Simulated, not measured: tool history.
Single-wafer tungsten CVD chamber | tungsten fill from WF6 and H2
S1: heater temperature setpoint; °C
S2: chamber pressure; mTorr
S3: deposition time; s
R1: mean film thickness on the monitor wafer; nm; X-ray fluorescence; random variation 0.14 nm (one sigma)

run  hour   S1     S2  S3      R1
  1     0  390  47000  14  34.152
  2     3  390  42400  14  32.553
  3   8.9  394  42700  14  35.766
  4  10.9  397  42900  14  38.249
  5  17.8  397  42900  14  38.416
  6  21.3  397  38900  14  36.725

The next listed run, before its measurement:
     23.3  -- thermocouple changed; heater temperature recalibrated
  7  23.3  399  39100  14   ?

{"run 7": {"R1": 43.263}}
